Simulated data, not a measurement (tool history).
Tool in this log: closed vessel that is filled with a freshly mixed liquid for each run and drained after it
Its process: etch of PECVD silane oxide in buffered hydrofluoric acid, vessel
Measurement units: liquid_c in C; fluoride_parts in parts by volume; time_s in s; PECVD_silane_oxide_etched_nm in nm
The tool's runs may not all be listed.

{"run": 1, "hour": 0.0, "liquid_c": 22, "fluoride_parts": 19.5, "time_s": 35, "PECVD_silane_oxide_etched_nm": 49.267}
{"run": 2, "hour": 5.8, "liquid_c": 23.5, "fluoride_parts": 19, "time_s": 35, "PECVD_silane_oxide_etched_nm": 54.371}
{"run": 3, "hour": 14.2, "liquid_c": 21, "fluoride_parts": 19, "time_s": 35, "PECVD_silane_oxide_etched_nm": 46.965}
{"run": 4, "hour": 23.2, "liquid_c": 22.5, "fluoride_parts": 19, "time_s": 35, "PECVD_silane_oxide_etched_nm": 52.043}
{"run": 5, "hour": 32.4, "liquid_c": 20, "fluoride_parts": 19, "time_s": 35, "PECVD_silane_oxide_etched_nm": 44.808}
{"run": 6, "hour": 40.9, "liquid_c": 22, "fluoride_parts": 18.5, "time_s": 35, "PECVD_silane_oxide_etched_nm": 51.6}
{"run": 7, "hour": 42.9, "liquid_c": 23.5, "fluoride_parts": 18, "time_s": 35, "PECVD_silane_oxide_etched_nm": 57.689}
{"run": 8, "hour": 48.7, "liquid_c": 23.5, "fluoride_parts": 18, "time_s": 35, "PECVD_silane_oxide_etched_nm": 57.781}
{"run": 9, "hour": 49.9, "liquid_c": 23.5, "fluoride_parts": 18, "time_s": 35, "PECVD_silane_oxide_etched_nm": 56.769}
{"run": 10, "hour": 56.0, "liquid_c": 25, "fluoride_parts": 17.5, "time_s": 35, "PECVD_silane_oxide_etched_nm": 63.132}
{"run": 11, "hour": 59.8, "liquid_c": 26, "fluoride_parts": 17.5, "time_s": 35, "PECVD_silane_oxide_etched_nm": 67.188}

Forecast run 12:
{"run": 12, "hour": 62.6, "liquid_c": 27, "fluoride_parts": 17.5, "time_s": 35, "PECVD_silane_oxide_etched_nm": "?"}

{"run 12": {"PECVD_silane_oxide_etched_nm": 71.548}}

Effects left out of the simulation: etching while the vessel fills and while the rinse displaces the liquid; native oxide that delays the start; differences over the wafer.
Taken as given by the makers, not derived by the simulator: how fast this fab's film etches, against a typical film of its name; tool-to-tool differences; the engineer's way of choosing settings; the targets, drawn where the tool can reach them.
